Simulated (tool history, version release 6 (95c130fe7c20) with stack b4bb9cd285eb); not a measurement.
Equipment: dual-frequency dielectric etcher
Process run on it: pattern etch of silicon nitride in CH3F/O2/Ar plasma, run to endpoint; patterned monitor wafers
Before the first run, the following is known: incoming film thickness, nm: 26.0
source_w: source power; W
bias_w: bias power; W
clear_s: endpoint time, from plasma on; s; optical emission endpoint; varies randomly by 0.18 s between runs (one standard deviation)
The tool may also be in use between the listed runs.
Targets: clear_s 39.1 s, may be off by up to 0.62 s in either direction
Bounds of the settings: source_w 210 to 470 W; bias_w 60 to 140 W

run,hour,source_w,bias_w,clear_s
1,0,340,100,35.882
2,8.4,320,99,37.236
3,15.3,370,99,34.553
4,17.1,370,82,37.469
5,24,370,89,35.841
6,30.8,360,89,36.859
7,34.7,350,89,37.096
8,43.3,300,86,41.324
9,52.3,310,86,40.082

Which of these 4 next moves meets every target?
A,61.3,310,87,?
B,61.3,290,91,?
C,61.3,300,89,?
D,61.3,310,95,?

move,clear_s
A,40.196
B,41.203
C,40.669
D,38.773
A: the biggest miss grows against the last run
B: the biggest miss grows against the last run
C: the biggest miss grows against the last run
D: all results in spec
So the answer is move D, the one that meets all the targets.

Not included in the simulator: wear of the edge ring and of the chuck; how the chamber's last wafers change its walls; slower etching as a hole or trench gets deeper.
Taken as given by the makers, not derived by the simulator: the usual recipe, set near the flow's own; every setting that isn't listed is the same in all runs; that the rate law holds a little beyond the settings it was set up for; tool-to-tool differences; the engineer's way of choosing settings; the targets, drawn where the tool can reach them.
